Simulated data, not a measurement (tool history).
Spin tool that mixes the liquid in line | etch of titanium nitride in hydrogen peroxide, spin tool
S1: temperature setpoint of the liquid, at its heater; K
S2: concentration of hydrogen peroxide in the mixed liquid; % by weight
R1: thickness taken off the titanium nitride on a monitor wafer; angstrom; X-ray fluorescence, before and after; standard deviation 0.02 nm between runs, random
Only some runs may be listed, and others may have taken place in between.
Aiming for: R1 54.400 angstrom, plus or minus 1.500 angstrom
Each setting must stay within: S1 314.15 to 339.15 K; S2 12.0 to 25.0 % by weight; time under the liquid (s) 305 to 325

Run 1, hour 0.0: S1 330.15 K, S2 17.0 % by weight, time under the liquid (s) 305. Result: R1 137.770 angstrom.
Run 2, hour 2.0: S1 325.65 K, S2 17.0 % by weight, time under the liquid (s) 305. Result: R1 100.510 angstrom.
Run 3, hour 7.1: S1 322.65 K, S2 17.0 % by weight, time under the liquid (s) 305. Result: R1 81.032 angstrom.
Run 4, hour 15.3: S1 320.65 K, S2 17.0 % by weight, time under the liquid (s) 305. Result: R1 70.077 angstrom.
Run 5, hour 15.9: S1 320.65 K, S2 20.5 % by weight, time under the liquid (s) 305. Result: R1 73.144 angstrom.
Run 6, hour 23.6: S1 325.65 K, S2 20.5 % by weight, time under the liquid (s) 305. Result: R1 104.720 angstrom.
Run 7, hour 30.0: S1 322.65 K, S2 20.5 % by weight, time under the liquid (s) 305. Result: R1 84.727 angstrom.
Run 8, hour 35.9: S1 320.65 K, S2 20.5 % by weight, time under the liquid (s) 305. Result: R1 73.105 angstrom.
Run 9, hour 38.8: S1 319.15 K, S2 20.5 % by weight, time under the liquid (s) 305. Result: R1 65.186 angstrom.
Run 10, hour 44.9: S1 318.15 K, S2 20.5 % by weight, time under the liquid (s) 305. Result: R1 61.023 angstrom.
Run 11, hour 52.2: S1 317.65 K, S2 20.5 % by weight, time under the liquid (s) 305. Result: R1 58.398 angstrom.
Run 12, hour 55.3: S1 317.15 K, S2 20.5 % by weight, time under the liquid (s) 305. Result: R1 56.405 angstrom.

Pick the move, out of 5, that brings all results within their allowed miss; only one does.
Run A, hour 58.4: S1 318.15 K, S2 16.0 % by weight, time under the liquid (s) 305. Result: R1 ?.
Run B, hour 58.4: S1 316.65 K, S2 19.0 % by weight, time under the liquid (s) 325. Result: R1 ?.
Run C, hour 58.4: S1 318.15 K, S2 17.5 % by weight, time under the liquid (s) 305. Result: R1 ?.
Run D, hour 58.4: S1 316.15 K, S2 25.0 % by weight, time under the liquid (s) 305. Result: R1 ?.
Run E, hour 58.4: S1 316.65 K, S2 21.0 % by weight, time under the liquid (s) 325. Result: R1 ?.

move      R1
   A  57.387
   B  56.685
   C  58.486
   D  54.354
   E  57.913
A: lands further from the targets than the last run did
B: lands further from the targets than the last run did
C: lands further from the targets than the last run did
D: every result within its allowed miss
E: lands further from the targets than the last run did
Correct choice: D, which meets every target
